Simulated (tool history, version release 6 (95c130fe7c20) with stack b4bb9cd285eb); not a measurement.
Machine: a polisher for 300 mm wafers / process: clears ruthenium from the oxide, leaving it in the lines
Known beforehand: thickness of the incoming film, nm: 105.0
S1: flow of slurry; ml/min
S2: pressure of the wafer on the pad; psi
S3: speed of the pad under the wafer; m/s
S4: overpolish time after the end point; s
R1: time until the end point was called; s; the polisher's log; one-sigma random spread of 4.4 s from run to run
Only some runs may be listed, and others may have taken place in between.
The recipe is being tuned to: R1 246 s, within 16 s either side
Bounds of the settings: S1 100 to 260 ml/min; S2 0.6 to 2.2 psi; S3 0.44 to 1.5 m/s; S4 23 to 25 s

run,hour,S1,S2,S3,S4,R1
1,0,165,1.4,0.96,23,147.58
2,9,165,1.4,0.96,25,146.73
3,18,165,1.4,0.86,25,165.24
4,25.3,165,1.7,0.86,25,135.4
5,29.7,165,1.5,0.84,25,150.46
6,35.7,165,1.5,1.06,25,122.32
7,42.5,165,1.3,1.04,25,146.33
8,51.3,165,0.9,0.98,25,199.25
9,56.5,165,0.8,0.98,25,228.5

Which of these 5 next moves meets every target?
A,61.7,145,0.9,1.04,23,?
B,61.7,145,0.9,0.98,23,?
C,61.7,100,0.7,1.08,23,?
D,61.7,210,0.9,1.04,25,?
E,61.7,170,0.8,1.08,23,?

move,R1
A,200.76
B,212.69
C,258.1
D,188.85
E,206.11
A: misses by more than the last run did
B: misses by more than the last run did
C: hits every target within its allowed miss
D: misses by more than the last run did
E: misses by more than the last run did
Move C is the one to make.
